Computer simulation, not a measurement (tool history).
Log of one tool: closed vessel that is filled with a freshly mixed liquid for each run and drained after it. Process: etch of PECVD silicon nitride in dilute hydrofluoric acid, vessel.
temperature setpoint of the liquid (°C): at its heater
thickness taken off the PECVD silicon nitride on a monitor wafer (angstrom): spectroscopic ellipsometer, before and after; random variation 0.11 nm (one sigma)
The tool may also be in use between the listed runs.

run  hour  temperature setpoint of the liquid (°C)  parts of water to one part of 49 % hydrofluoric acid (parts by volume)  time in the liquid (s)  thickness taken off the PECVD silicon nitride on a monitor wafer (angstrom)
  1     0                                       22                                                                     230                    1745                                                                       203.39
  2   8.1                                       23                                                                     230                    1745                                                                       216.88
  3  16.1                                       24                                                                     230                    1745                                                                       230.86
  4  17.3                                     24.5                                                                     230                    1745                                                                       238.97
  5  26.9                                       25                                                                     230                    1745                                                                       245.59
  6  31.1                                     21.5                                                                     230                    1745                                                                        196.7
  7  36.7                                     25.5                                                                     220                    1745                                                                       264.32
  8  42.2                                     25.5                                                                     220                    1745                                                                       264.39

Forecast run 9:
  9  48.6                                       26                                                                     220                    1745                                                                            ?

Run 9 gave thickness taken off the PECVD silicon nitride on a monitor wafer (angstrom) 270.74.
